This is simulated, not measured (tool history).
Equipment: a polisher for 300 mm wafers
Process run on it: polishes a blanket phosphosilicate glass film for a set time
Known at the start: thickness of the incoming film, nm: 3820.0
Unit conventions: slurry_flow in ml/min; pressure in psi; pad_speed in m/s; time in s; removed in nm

run 1 day=0.000 | slurry_flow=145 pressure=3.1 pad_speed=0.82 slurry_solids=1.0 time=114 | removed=898.30
run 2 day=0.158 | slurry_flow=145 pressure=3.4 pad_speed=0.82 slurry_solids=1.0 time=114 | removed=948.11
run 3 day=0.488 | slurry_flow=145 pressure=3.7 pad_speed=0.84 slurry_solids=1.0 time=114 | removed=1042.40
run 4 day=0.642 | slurry_flow=145 pressure=3.7 pad_speed=0.84 slurry_solids=1.0 time=114 | removed=1028.90
run 5 day=0.921 | slurry_flow=145 pressure=3.7 pad_speed=0.84 slurry_solids=1.1 time=114 | removed=1068.20
run 6 day=1.038 | slurry_flow=145 pressure=3.7 pad_speed=0.84 slurry_solids=1.0 time=114 | removed=1019.70

What does the tool deliver on the next run?
run 7 day=1.246 | slurry_flow=145 pressure=4.0 pad_speed=0.86 slurry_solids=1.0 time=114 | removed=?

removed: 1099.60 nm
